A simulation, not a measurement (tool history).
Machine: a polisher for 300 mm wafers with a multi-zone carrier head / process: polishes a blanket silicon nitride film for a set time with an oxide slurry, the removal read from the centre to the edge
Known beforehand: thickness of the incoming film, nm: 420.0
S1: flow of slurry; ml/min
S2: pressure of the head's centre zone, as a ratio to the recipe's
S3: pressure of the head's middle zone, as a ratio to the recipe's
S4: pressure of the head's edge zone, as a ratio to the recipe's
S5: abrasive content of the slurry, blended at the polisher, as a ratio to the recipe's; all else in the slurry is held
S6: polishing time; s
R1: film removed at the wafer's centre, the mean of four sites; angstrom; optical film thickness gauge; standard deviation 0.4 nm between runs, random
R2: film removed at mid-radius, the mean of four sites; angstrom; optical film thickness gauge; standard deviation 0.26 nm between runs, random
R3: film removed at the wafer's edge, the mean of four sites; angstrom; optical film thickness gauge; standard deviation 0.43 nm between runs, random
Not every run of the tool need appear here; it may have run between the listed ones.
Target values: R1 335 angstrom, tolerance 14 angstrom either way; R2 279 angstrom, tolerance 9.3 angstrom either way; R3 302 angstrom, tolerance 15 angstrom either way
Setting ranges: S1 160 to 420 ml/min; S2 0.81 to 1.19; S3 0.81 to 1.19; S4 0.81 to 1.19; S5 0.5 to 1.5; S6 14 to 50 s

run  hour   S1    S2    S3    S4    S5  S6      R1      R2      R3
  1     0  270     1     1     1     1  32  227.71  224.27  217.53
  2   1.1  270  1.03  0.99  1.03   1.1  32   246.8  226.93  230.59
  3   7.8  270  1.03  0.99  1.03     1  32  233.83  220.03  222.37
  4  10.7  270  1.05     1  1.06   1.1  32  246.87  232.26  228.53
  5  11.3  270  1.05     1  1.06   1.2  32  257.96  244.19  239.63
  6    12  270  1.06  0.98  1.07  1.25  33  273.02  246.23  250.68
  7  19.8  270  1.07  0.97  1.08   1.3  34  290.25  256.43  264.63
  8    25  275  1.08  0.96  1.09  1.35  34  293.85   259.6  268.92
  9  30.2  275  1.09  0.95   1.1   1.4  34  299.24  254.23   273.6
 10  36.5  275   1.1  0.95  1.11   1.4  34  304.51  260.42  271.86
 11  45.2  275   1.1  0.94  1.11   1.4  35  310.37  261.98  278.56
 12  51.8  275   1.1  0.94  1.12   1.4  35  306.78  263.54  283.94
 13  58.2  275  1.11  0.94  1.13   1.4  35   316.1  263.04  277.58

Exactly one of the 4 candidate moves below puts every result within its allowed miss. Which one?
  A  64.6  265  1.17   0.9  1.19  1.35  34   ?   ?   ?
  B  64.6  265  1.13  0.95  1.13   1.4  37   ?   ?   ?
  C  64.6  305  1.11  1.03  1.09  1.35  33   ?   ?   ?
  D  64.6  335  1.14  1.16  1.11   1.1  35   ?   ?   ?

move      R1      R2      R3
   A  315.39  238.72  274.06
   B  335.88  275.38  296.14
   C  294.85  262.99  259.61
   D  300.26  288.11  257.71
A: further off than the last run
B: meets every target
C: further off than the last run
D: gets the furthest-off result to its target, but another result is out of tolerance
So the answer is move B, the one that meets all the targets.
